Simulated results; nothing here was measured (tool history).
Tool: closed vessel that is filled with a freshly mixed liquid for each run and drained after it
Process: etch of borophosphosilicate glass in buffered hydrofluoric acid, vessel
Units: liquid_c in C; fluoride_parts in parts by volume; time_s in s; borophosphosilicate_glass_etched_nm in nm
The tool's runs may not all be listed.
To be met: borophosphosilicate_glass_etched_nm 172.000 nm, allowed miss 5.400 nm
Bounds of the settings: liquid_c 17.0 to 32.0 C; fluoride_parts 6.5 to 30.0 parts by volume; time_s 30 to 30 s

run  hour  liquid_c  fluoride_parts  time_s  borophosphosilicate_glass_etched_nm
  1   0.0      25.0            19.5      30                               61.130
  2   2.9      26.5            19.5      30                               67.197
  3   5.7      28.0            19.5      30                               73.151
  4   9.2      29.5            15.0      30                               99.245
  5  14.0      30.5            12.0      30                              130.960
  6  18.4      27.5            12.0      30                              113.510
  7  27.6      31.5             6.5      30                              251.330
  8  36.4      29.5             6.5      30                              222.660
  9  38.6      29.5             6.5      30                              224.130

Which of these 4 next moves meets every target?
  A  40.8      29.5             8.0      30                                    ?
  B  40.8      29.5             8.5      30                                    ?
  C  40.8      30.5             8.5      30                                    ?
  D  40.8      30.0             8.0      30                                    ?

move  borophosphosilicate_glass_etched_nm
   A                              181.630
   B                              170.000
   C                              179.050
   D                              186.410
A: nearer than the last run, and not there yet
B: meets every target
C: nearer than the last run, and not there yet
D: nearer than the last run, and not there yet
Answer: B
